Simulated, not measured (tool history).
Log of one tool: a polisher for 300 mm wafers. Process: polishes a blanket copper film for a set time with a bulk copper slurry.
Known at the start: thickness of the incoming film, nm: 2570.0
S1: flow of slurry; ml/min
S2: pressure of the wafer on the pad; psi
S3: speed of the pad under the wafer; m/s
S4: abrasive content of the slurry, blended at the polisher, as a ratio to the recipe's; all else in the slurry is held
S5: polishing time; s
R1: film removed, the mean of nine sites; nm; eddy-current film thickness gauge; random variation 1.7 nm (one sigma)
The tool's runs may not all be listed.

run 1 hour=0 | S1=225 S2=2.7 S3=0.96 S4=1 S5=42 | R1=291.46
run 2 hour=4.8 | S1=225 S2=2.3 S3=0.9 S4=1 S5=42 | R1=236.4
run 3 hour=8.3 | S1=180 S2=2.3 S3=0.9 S4=1 S5=42 | R1=233.17
run 4 hour=12.2 | S1=180 S2=2.3 S3=0.9 S4=1 S5=38 | R1=208
run 5 hour=15.7 | S1=180 S2=2 S3=0.9 S4=1 S5=38 | R1=181.39
run 6 hour=19 | S1=180 S2=2 S3=0.9 S4=1 S5=42 | R1=204.36
run 7 hour=26.8 | S1=180 S2=1.8 S3=0.88 S4=1 S5=42 | R1=177.78

The next listed run, before its measurement:
run 8 hour=34.9 | S1=180 S2=1.7 S3=0.88 S4=1 S5=42 | R1=?

Run 8 gave R1 173.59 nm.

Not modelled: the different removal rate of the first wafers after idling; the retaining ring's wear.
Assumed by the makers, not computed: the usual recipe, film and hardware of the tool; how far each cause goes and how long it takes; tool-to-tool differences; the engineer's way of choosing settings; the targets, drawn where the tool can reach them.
